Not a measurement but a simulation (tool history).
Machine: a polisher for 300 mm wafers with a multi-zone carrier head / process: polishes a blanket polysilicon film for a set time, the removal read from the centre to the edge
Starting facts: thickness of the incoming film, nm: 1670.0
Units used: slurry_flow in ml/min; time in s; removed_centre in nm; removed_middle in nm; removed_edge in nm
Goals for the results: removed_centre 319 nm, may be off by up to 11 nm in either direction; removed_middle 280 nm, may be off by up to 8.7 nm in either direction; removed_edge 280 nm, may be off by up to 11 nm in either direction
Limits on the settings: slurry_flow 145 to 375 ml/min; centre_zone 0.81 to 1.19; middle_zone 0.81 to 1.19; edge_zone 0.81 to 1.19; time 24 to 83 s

run    day  slurry_flow  centre_zone  middle_zone  edge_zone  time  removed_centre  removed_middle  removed_edge
  1      0          240            1            1          1    53          347.78          337.14        336.14
  2  0.142          240            1            1          1    65          420.79          419.33        410.67
  3  0.325          240            1         0.96          1    65          418.85          404.86        413.34
  4  0.621          240         1.01         0.95       0.96    60           391.6          368.32        375.24
  5  0.862          280         1.01         0.95       0.96    60          393.99          373.85        381.61
  6  1.162          280         1.07         0.95       0.96    60          421.67          381.73        376.85
  7  1.533          250         1.04         0.88       0.86    45          305.15           266.6        270.69
  8  1.621          260         1.05         0.89       0.87    45          316.82          263.05        271.87

Exercise: of the 5 proposed moves below, exactly one satisfies all targets within the stated allowed misses. Which move is it?
  A  1.708          210         1.09         0.83       0.84    44               ?               ?             ?
  B  1.708          265          1.1         0.86       0.83    44               ?               ?             ?
  C  1.708          305         1.11         0.81       0.94    43               ?               ?             ?
  D  1.708          255         1.07         0.89       0.88    44               ?               ?             ?
  E  1.708          230         1.07         0.94       0.89    46               ?               ?             ?

move  removed_centre  removed_middle  removed_edge
   A          303.43          242.11        257.17
   B          317.04          257.28        262.18
   C          317.68          243.07        271.32
   D          307.61          263.46         266.6
   E          316.88          284.36        276.82
A: moves away from the targets compared with the last run
B: moves away from the targets compared with the last run
C: moves away from the targets compared with the last run
D: about as far from the targets as the last run
E: every result lands within tolerance
Move E is the one to make.
